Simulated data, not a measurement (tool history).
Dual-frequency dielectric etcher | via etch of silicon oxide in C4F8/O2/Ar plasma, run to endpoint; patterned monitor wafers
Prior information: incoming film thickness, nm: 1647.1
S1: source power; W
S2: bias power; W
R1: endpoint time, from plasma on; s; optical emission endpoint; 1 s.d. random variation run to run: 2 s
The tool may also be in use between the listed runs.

run    day    S1    S2      R1
  1      0  1560  2132  411.98
  2   0.25  1460  2113  418.51
  3  0.454  1460  2486  405.21
  4  0.533  1560  2486  397.48
  5  0.658  1430  2386  407.29
  6  0.925  1160  2386  430.51
  7  1.108  1110  2291  438.43

Forecast run 8:
  8  1.312  1070  2214   ?

{"run 8": {"R1": 446.74}}

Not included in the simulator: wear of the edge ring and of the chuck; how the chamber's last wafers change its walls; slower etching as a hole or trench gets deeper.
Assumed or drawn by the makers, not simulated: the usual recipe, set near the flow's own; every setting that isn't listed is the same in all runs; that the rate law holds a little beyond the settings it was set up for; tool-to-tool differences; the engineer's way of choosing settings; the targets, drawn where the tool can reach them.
